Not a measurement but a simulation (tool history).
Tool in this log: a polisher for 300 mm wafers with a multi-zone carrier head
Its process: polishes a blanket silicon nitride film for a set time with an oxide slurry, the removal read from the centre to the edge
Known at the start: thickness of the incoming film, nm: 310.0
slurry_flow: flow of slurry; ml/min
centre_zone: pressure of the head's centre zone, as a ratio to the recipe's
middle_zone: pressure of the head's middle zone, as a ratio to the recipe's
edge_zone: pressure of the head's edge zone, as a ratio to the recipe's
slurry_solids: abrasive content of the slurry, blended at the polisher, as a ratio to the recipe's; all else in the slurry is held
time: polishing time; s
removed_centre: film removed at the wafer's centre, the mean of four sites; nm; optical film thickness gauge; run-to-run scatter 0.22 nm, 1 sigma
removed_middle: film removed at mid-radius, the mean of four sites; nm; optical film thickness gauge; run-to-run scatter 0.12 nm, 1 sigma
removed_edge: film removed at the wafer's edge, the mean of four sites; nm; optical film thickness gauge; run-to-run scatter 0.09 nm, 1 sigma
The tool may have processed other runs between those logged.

run,hour,slurry_flow,centre_zone,middle_zone,edge_zone,slurry_solids,time,removed_centre,removed_middle,removed_edge
1,0,315,1,1,1,1,44,27.728,26.641,27.251
2,2.7,315,1,1,0.96,1,44,27.447,26.928,27.053
3,11.7,315,1.02,1,0.94,0.85,39,24.119,22.571,22.394
4,12.6,315,1.09,1,0.94,0.85,39,25.473,22.732,22.472
5,14.1,315,1.06,1,0.92,0.75,35,21.791,19.599,19.39
6,19.8,315,1.06,0.97,0.92,0.75,35,21.488,19.267,19.229
7,26.8,315,1.04,0.96,0.9,0.65,33,19.085,17.408,17.476
# hour 31.7: worn pad replaced by a new one
8,31.7,315,1.04,0.96,0.88,0.6,32,20.694,18.852,18.263
9,36.1,320,1.06,1,0.92,0.55,30,19.108,17.552,17.266
10,38.8,310,1.04,0.97,0.89,0.55,29,18.079,16.529,16.435

Estimate the outcome of run 11 from the log above:
11,39.4,310,1.04,0.97,0.89,0.55,29,?,?,?

Run 11 yielded removed_centre 17.912 nm, removed_middle 16.814 nm, removed_edge 16.436 nm.

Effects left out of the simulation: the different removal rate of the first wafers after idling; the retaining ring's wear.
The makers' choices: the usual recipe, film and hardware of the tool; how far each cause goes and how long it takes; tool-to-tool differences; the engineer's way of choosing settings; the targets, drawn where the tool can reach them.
